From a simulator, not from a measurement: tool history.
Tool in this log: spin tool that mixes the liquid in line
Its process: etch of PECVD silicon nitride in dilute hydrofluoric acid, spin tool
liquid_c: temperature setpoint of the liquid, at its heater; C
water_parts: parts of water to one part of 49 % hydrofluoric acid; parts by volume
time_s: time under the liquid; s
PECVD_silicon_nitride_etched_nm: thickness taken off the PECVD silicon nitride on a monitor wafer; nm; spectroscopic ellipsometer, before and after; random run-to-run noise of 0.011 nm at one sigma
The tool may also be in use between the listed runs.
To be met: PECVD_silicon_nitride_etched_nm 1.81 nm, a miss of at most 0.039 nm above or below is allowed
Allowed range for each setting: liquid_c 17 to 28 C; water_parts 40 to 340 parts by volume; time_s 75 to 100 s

run  hour  liquid_c  water_parts  time_s  PECVD_silicon_nitride_etched_nm
  1     0        20          190     100                           2.8104
  2   0.8      19.5          200     100                           2.5709
  3   8.6        19          210     100                           2.3675
  4  17.6        19          165     100                           2.9828
  5  18.3      18.5          185     100                           2.5925
  6  25.7      18.5          225     100                           2.1385
  7  27.8      18.5          225     100                           2.1589
  8  34.9        18          230     100                           2.0184
  9  42.6        18          230     100                           2.0487
 10  49.9        18          235     100                           1.9918
 11  53.2      17.5          240     100                           1.8767

Below are 5 possible settings for the next run. Only one of them brings all results inside the allowed miss of their targets. Which is it?
  A  56.5        19          280      95                                ?
  B  56.5        18          260     100                                ?
  C  56.5        17          190      75                                ?
  D  56.5        18          275     100                                ?
  E  56.5        19          220      75                                ?

move  PECVD_silicon_nitride_etched_nm
   A                           1.7031
   B                           1.8069
   C                           1.7186
   D                           1.7116
   E                           1.7001
A: pushes the last run's worst result past its target
B: all results land within tolerance of their targets
C: pushes the last run's worst result past its target
D: pushes the last run's worst result past its target
E: pushes the last run's worst result past its target
So the answer is move B, the one that meets all the targets.

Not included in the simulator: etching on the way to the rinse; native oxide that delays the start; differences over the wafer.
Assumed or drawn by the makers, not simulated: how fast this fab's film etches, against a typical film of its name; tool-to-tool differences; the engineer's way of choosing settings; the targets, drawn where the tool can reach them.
